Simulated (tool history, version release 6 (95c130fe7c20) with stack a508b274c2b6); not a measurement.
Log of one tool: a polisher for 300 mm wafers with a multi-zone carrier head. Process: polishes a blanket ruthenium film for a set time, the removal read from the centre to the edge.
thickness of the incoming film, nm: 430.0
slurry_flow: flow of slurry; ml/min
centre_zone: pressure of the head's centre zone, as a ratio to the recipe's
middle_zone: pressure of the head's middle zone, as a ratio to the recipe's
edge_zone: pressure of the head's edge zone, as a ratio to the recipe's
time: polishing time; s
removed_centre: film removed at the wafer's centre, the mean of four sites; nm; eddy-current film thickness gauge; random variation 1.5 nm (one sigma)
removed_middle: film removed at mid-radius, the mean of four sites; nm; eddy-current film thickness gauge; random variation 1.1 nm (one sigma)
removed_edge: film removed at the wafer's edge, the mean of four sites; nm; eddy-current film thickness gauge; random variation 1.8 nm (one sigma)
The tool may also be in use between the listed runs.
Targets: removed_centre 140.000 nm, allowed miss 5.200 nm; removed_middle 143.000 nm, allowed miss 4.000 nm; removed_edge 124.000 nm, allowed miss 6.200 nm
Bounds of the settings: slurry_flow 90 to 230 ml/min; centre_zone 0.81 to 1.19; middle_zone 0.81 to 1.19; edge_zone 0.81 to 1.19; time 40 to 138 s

run 1 hour=0.0 | slurry_flow=150 centre_zone=1.00 middle_zone=1.00 edge_zone=1.00 time=88 | removed_centre=92.203 removed_middle=87.660 removed_edge=87.547
run 2 hour=3.3 | slurry_flow=150 centre_zone=1.00 middle_zone=1.00 edge_zone=1.00 time=77 | removed_centre=81.880 removed_middle=78.535 removed_edge=79.467
run 3 hour=5.4 | slurry_flow=150 centre_zone=1.07 middle_zone=1.00 edge_zone=1.00 time=77 | removed_centre=86.663 removed_middle=77.078 removed_edge=77.223
run 4 hour=12.7 | slurry_flow=170 centre_zone=1.07 middle_zone=1.00 edge_zone=1.00 time=77 | removed_centre=87.514 removed_middle=79.775 removed_edge=77.234
run 5 hour=17.6 | slurry_flow=170 centre_zone=1.15 middle_zone=1.00 edge_zone=1.00 time=77 | removed_centre=95.380 removed_middle=79.097 removed_edge=80.419
run 6 hour=23.8 | slurry_flow=185 centre_zone=1.15 middle_zone=1.00 edge_zone=1.00 time=77 | removed_centre=95.658 removed_middle=80.370 removed_edge=81.579
run 7 hour=31.8 | slurry_flow=195 centre_zone=1.15 middle_zone=1.05 edge_zone=1.00 time=86 | removed_centre=106.680 removed_middle=94.170 removed_edge=89.921
run 8 hour=40.0 | slurry_flow=200 centre_zone=1.14 middle_zone=1.08 edge_zone=1.02 time=93 | removed_centre=114.690 removed_middle=103.690 removed_edge=98.321
run 9 hour=42.8 | slurry_flow=205 centre_zone=1.13 middle_zone=1.11 edge_zone=1.02 time=98 | removed_centre=124.090 removed_middle=112.880 removed_edge=103.620
run 10 hour=48.3 | slurry_flow=210 centre_zone=1.03 middle_zone=1.19 edge_zone=1.07 time=116 | removed_centre=132.570 removed_middle=143.060 removed_edge=129.630

4 next moves are on the table. One of them brings every result within its allowed miss. Which?
run A hour=53.8 | slurry_flow=195 centre_zone=0.91 middle_zone=1.08 edge_zone=1.19 time=130 | removed_centre=? removed_middle=? removed_edge=?
run B hour=53.8 | slurry_flow=175 centre_zone=0.86 middle_zone=1.09 edge_zone=1.19 time=127 | removed_centre=? removed_middle=? removed_edge=?
run C hour=53.8 | slurry_flow=230 centre_zone=1.09 middle_zone=1.19 edge_zone=1.04 time=115 | removed_centre=? removed_middle=? removed_edge=?
run D hour=53.8 | slurry_flow=220 centre_zone=0.98 middle_zone=1.15 edge_zone=1.11 time=116 | removed_centre=? removed_middle=? removed_edge=?

move=A removed_centre=128.140 removed_middle=145.760 removed_edge=147.100
move=B removed_centre=116.320 removed_middle=141.450 removed_edge=142.140
move=C removed_centre=139.220 removed_middle=142.960 removed_edge=123.760
move=D removed_centre=125.390 removed_middle=139.340 removed_edge=128.250
A: further off than the last run
B: further off than the last run
C: meets every target
D: further off than the last run
The right move is C.
